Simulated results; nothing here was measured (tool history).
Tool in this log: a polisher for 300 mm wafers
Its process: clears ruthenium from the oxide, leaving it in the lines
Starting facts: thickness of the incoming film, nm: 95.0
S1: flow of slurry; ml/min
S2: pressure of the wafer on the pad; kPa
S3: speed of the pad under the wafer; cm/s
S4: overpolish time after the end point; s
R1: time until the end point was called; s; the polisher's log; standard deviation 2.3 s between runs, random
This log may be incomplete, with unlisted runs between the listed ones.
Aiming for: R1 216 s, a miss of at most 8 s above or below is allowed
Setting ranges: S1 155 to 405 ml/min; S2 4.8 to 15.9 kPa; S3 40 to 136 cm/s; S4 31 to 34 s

{"run": 1, "day": 0.0, "S1": 260, "S2": 10.3, "S3": 88, "S4": 31, "R1": 156.69}
{"run": 2, "day": 0.1, "S1": 260, "S2": 9.7, "S3": 88, "S4": 31, "R1": 167.26}
{"run": 3, "day": 0.2, "S1": 260, "S2": 9.7, "S3": 104, "S4": 31, "R1": 145.94}
{"run": 4, "day": 0.508, "S1": 260, "S2": 8.3, "S3": 104, "S4": 31, "R1": 172.95}
{"run": 5, "day": 0.854, "S1": 235, "S2": 8.3, "S3": 104, "S4": 31, "R1": 170.99}
{"run": 6, "day": 1.204, "S1": 235, "S2": 8.3, "S3": 122, "S4": 31, "R1": 149.17}
{"run": 7, "day": 1.354, "S1": 235, "S2": 7.6, "S3": 122, "S4": 31, "R1": 160.48}
{"run": 8, "day": 1.725, "S1": 235, "S2": 6.9, "S3": 122, "S4": 31, "R1": 178.49}
{"run": 9, "day": 1.821, "S1": 235, "S2": 6.2, "S3": 122, "S4": 31, "R1": 198.78}

4 next moves are on the table. One of them brings every result within its allowed miss. Which?
{"run": "A", "day": 1.917, "S1": 155, "S2": 6.2, "S3": 110, "S4": 31, "R1": "?"}
{"run": "B", "day": 1.917, "S1": 230, "S2": 6.2, "S3": 132, "S4": 33, "R1": "?"}
{"run": "C", "day": 1.917, "S1": 225, "S2": 6.2, "S3": 112, "S4": 31, "R1": "?"}
{"run": "D", "day": 1.917, "S1": 210, "S2": 6.2, "S3": 130, "S4": 33, "R1": "?"}

move=A R1=232.82
move=B R1=183.18
move=C R1=211.33
move=D R1=188.65
A: carries the result that was furthest off beyond its target, to the other side
B: misses by more than the last run did
C: hits every target within its allowed miss
D: misses by more than the last run did
Move C is the one to make.

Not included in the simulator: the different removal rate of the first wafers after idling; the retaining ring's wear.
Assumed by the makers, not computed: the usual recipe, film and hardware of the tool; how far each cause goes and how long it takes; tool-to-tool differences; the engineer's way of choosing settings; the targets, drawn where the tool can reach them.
